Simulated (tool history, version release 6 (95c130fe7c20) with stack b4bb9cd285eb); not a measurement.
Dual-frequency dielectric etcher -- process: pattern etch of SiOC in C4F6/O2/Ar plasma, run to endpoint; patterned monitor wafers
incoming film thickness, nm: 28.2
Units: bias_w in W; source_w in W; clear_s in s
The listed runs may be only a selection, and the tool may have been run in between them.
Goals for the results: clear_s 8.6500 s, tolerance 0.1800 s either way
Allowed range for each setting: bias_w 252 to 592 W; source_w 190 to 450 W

run 1 hour=0.0 | bias_w=422 source_w=320 | clear_s=10.8160
run 2 hour=8.9 | bias_w=464 source_w=340 | clear_s=10.1980
run 3 hour=12.3 | bias_w=421 source_w=340 | clear_s=10.5860
run 4 hour=14.2 | bias_w=462 source_w=360 | clear_s=10.0310
run 5 hour=18.8 | bias_w=494 source_w=370 | clear_s=9.5836
run 6 hour=24.8 | bias_w=517 source_w=380 | clear_s=9.3262
run 7 hour=26.5 | bias_w=534 source_w=390 | clear_s=9.0926
run 8 hour=29.4 | bias_w=547 source_w=390 | clear_s=9.0444
run 9 hour=38.1 | bias_w=557 source_w=390 | clear_s=8.9471
run 10 hour=42.4 | bias_w=565 source_w=390 | clear_s=8.9155

4 candidate next runs follow, results not yet known. Just one meets every target within its allowed miss. Identify it.
run A hour=46.7 | bias_w=558 source_w=430 | clear_s=?
run B hour=46.7 | bias_w=563 source_w=380 | clear_s=?
run C hour=46.7 | bias_w=542 source_w=380 | clear_s=?
run D hour=46.7 | bias_w=545 source_w=360 | clear_s=?

move=A clear_s=8.6491
move=B clear_s=8.9467
move=C clear_s=9.1002
move=D clear_s=9.2269
A: meets every target
B: its largest miss is bigger than the last run's
C: its largest miss is bigger than the last run's
D: its largest miss is bigger than the last run's
So the answer is move A, the one that meets all the targets.
